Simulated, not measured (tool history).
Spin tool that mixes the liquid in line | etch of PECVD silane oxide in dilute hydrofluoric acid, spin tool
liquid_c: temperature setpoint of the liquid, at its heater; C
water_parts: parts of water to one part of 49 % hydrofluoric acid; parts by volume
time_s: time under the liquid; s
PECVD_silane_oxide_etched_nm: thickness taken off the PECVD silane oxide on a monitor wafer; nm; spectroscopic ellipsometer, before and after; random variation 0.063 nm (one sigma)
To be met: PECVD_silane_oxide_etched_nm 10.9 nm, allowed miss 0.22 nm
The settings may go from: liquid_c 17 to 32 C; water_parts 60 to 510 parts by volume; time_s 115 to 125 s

run 1 hour=0 | liquid_c=24 water_parts=285 time_s=115 | PECVD_silane_oxide_etched_nm=13.765
run 2 hour=7.5 | liquid_c=22 water_parts=285 time_s=115 | PECVD_silane_oxide_etched_nm=12.812
run 3 hour=8.1 | liquid_c=20.5 water_parts=285 time_s=115 | PECVD_silane_oxide_etched_nm=12.171
run 4 hour=12.9 | liquid_c=19.5 water_parts=285 time_s=115 | PECVD_silane_oxide_etched_nm=11.625
run 5 hour=19 | liquid_c=19.5 water_parts=370 time_s=115 | PECVD_silane_oxide_etched_nm=8.3696
run 6 hour=25.1 | liquid_c=21.5 water_parts=370 time_s=115 | PECVD_silane_oxide_etched_nm=8.9846
run 7 hour=29.4 | liquid_c=23 water_parts=370 time_s=115 | PECVD_silane_oxide_etched_nm=9.3556
run 8 hour=32.2 | liquid_c=24.5 water_parts=370 time_s=115 | PECVD_silane_oxide_etched_nm=9.9015

Which of these 4 next moves meets every target?
run A hour=35 | liquid_c=23 water_parts=375 time_s=115 | PECVD_silane_oxide_etched_nm=?
run B hour=35 | liquid_c=22 water_parts=345 time_s=125 | PECVD_silane_oxide_etched_nm=?
run C hour=35 | liquid_c=26.5 water_parts=390 time_s=120 | PECVD_silane_oxide_etched_nm=?
run D hour=35 | liquid_c=25.5 water_parts=365 time_s=115 | PECVD_silane_oxide_etched_nm=?

move=A PECVD_silane_oxide_etched_nm=9.2943
move=B PECVD_silane_oxide_etched_nm=10.901
move=C PECVD_silane_oxide_etched_nm=10.317
move=D PECVD_silane_oxide_etched_nm=10.473
A: further off than the last run
B: meets every target
C: nearer than the last run, and not there yet
D: nearer than the last run, and not there yet
The right move is B.
